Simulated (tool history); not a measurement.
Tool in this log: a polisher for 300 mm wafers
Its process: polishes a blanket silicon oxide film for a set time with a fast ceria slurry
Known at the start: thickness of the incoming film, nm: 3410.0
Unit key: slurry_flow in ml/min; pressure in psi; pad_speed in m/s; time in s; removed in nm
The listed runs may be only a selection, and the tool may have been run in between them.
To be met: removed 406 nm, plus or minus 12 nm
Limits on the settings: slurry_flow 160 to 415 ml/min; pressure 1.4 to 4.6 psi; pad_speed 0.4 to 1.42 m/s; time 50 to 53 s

{"run": 1, "hour": 0.0, "slurry_flow": 265, "pressure": 3, "pad_speed": 0.9, "time": 50, "removed": 753.42}
{"run": 2, "hour": 1.2, "slurry_flow": 265, "pressure": 2.7, "pad_speed": 0.88, "time": 50, "removed": 677.88}
{"run": 3, "hour": 6.5, "slurry_flow": 265, "pressure": 2.5, "pad_speed": 0.86, "time": 50, "removed": 609.61}
{"run": 4, "hour": 11.2, "slurry_flow": 265, "pressure": 3.2, "pad_speed": 0.86, "time": 50, "removed": 779.52}
{"run": 5, "hour": 13.4, "slurry_flow": 265, "pressure": 3.6, "pad_speed": 0.86, "time": 50, "removed": 868.66}
{"run": 6, "hour": 17.3, "slurry_flow": 305, "pressure": 3.6, "pad_speed": 0.86, "time": 50, "removed": 889.89}
{"run": 7, "hour": 18.2, "slurry_flow": 305, "pressure": 3.2, "pad_speed": 0.84, "time": 50, "removed": 766.5}
{"run": 8, "hour": 20.4, "slurry_flow": 305, "pressure": 2.9, "pad_speed": 0.84, "time": 50, "removed": 703.07}
{"run": 9, "hour": 21.7, "slurry_flow": 300, "pressure": 2.7, "pad_speed": 0.84, "time": 50, "removed": 656.07}
{"run": 10, "hour": 29.5, "slurry_flow": 295, "pressure": 2.5, "pad_speed": 0.84, "time": 50, "removed": 614.18}
{"run": 11, "hour": 32.6, "slurry_flow": 290, "pressure": 2.3, "pad_speed": 0.84, "time": 50, "removed": 555.31}
{"run": 12, "hour": 34.4, "slurry_flow": 290, "pressure": 2.2, "pad_speed": 0.84, "time": 50, "removed": 530.97}
{"run": 13, "hour": 38.7, "slurry_flow": 290, "pressure": 2.1, "pad_speed": 0.84, "time": 50, "removed": 511.37}
{"run": 14, "hour": 41.9, "slurry_flow": 290, "pressure": 2, "pad_speed": 0.84, "time": 50, "removed": 486.89}
{"run": 15, "hour": 43.8, "slurry_flow": 290, "pressure": 1.9, "pad_speed": 0.84, "time": 50, "removed": 457.23}
{"run": 16, "hour": 46.7, "slurry_flow": 290, "pressure": 1.7, "pad_speed": 0.84, "time": 50, "removed": 422.48}

5 candidate next runs follow, results not yet known. Just one meets every target within its allowed miss. Identify it.
{"run": "A", "hour": 49.6, "slurry_flow": 240, "pressure": 1.9, "pad_speed": 0.74, "time": 53, "removed": "?"}
{"run": "B", "hour": 49.6, "slurry_flow": 260, "pressure": 1.6, "pad_speed": 0.88, "time": 50, "removed": "?"}
{"run": "C", "hour": 49.6, "slurry_flow": 335, "pressure": 1.8, "pad_speed": 0.8, "time": 50, "removed": "?"}
{"run": "D", "hour": 49.6, "slurry_flow": 310, "pressure": 1.8, "pad_speed": 0.8, "time": 53, "removed": "?"}
{"run": "E", "hour": 49.6, "slurry_flow": 325, "pressure": 1.4, "pad_speed": 0.9, "time": 50, "removed": "?"}

move=A removed=436.83
move=B removed=407.42
move=C removed=431.71
move=D removed=454.47
move=E removed=374.37
A: its largest miss is bigger than the last run's
B: each result inside its tolerance
C: its largest miss is bigger than the last run's
D: its largest miss is bigger than the last run's
E: takes the biggest miss from the last run beyond its target
Answer: B

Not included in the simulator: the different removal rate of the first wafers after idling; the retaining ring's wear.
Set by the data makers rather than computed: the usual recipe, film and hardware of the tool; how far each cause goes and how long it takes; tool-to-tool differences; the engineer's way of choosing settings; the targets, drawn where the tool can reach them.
